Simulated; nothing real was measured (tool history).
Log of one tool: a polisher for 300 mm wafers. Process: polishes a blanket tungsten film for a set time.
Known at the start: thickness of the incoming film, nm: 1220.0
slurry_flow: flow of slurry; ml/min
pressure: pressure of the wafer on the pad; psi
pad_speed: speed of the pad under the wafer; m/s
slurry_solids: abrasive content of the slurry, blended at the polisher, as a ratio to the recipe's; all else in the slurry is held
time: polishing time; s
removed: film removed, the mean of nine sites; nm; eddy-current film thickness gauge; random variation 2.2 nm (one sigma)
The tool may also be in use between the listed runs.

Run 1, hour 0: slurry_flow 300 ml/min, pressure 4.6 psi, pad_speed 1.28 m/s, slurry_solids 1, time 75 s. Result: removed 504.19 nm.
Run 2, hour 2.1: slurry_flow 300 ml/min, pressure 4.1 psi, pad_speed 1.24 m/s, slurry_solids 1, time 75 s. Result: removed 431.99 nm.
Run 3, hour 6.4: slurry_flow 335 ml/min, pressure 4.1 psi, pad_speed 1.24 m/s, slurry_solids 1, time 75 s. Result: removed 437.77 nm.
Run 4, hour 11.1: slurry_flow 335 ml/min, pressure 3.7 psi, pad_speed 1.22 m/s, slurry_solids 1, time 75 s. Result: removed 398.66 nm.
Run 5, hour 15.5: slurry_flow 335 ml/min, pressure 3.4 psi, pad_speed 1.18 m/s, slurry_solids 1, time 75 s. Result: removed 350.7 nm.
Run 6, hour 19.8: slurry_flow 335 ml/min, pressure 4.4 psi, pad_speed 1.18 m/s, slurry_solids 1, time 75 s. Result: removed 451.56 nm.
Run 7, hour 27.6: slurry_flow 330 ml/min, pressure 4 psi, pad_speed 1.18 m/s, slurry_solids 1, time 75 s. Result: removed 412.59 nm.
Run 8, hour 34.3: slurry_flow 325 ml/min, pressure 3.6 psi, pad_speed 1.16 m/s, slurry_solids 1, time 75 s. Result: removed 363.05 nm.
Run 9, hour 41.3: slurry_flow 320 ml/min, pressure 3.3 psi, pad_speed 1.16 m/s, slurry_solids 1, time 75 s. Result: removed 337.5 nm.
Run 10, hour 49.2: slurry_flow 315 ml/min, pressure 3.1 psi, pad_speed 1.16 m/s, slurry_solids 1, time 75 s. Result: removed 315.06 nm.
Run 11, hour 55.3: slurry_flow 300 ml/min, pressure 3 psi, pad_speed 1.16 m/s, slurry_solids 1, time 75 s. Result: removed 310.11 nm.
Run 12, hour 55.9: slurry_flow 295 ml/min, pressure 2.8 psi, pad_speed 1.16 m/s, slurry_solids 1, time 75 s. Result: removed 284.43 nm.
Run 13, hour 58.7: slurry_flow 250 ml/min, pressure 2.3 psi, pad_speed 1.16 m/s, slurry_solids 1, time 75 s. Result: removed 238.77 nm.
Run 14, hour 60.8: slurry_flow 255 ml/min, pressure 2.3 psi, pad_speed 1.16 m/s, slurry_solids 1, time 75 s. Result: removed 230.61 nm.

The next listed run, before its measurement:
Run 15, hour 62.7: slurry_flow 265 ml/min, pressure 2.3 psi, pad_speed 1.16 m/s, slurry_solids 1, time 75 s. Result: removed ?.

removed: 235.96 nm
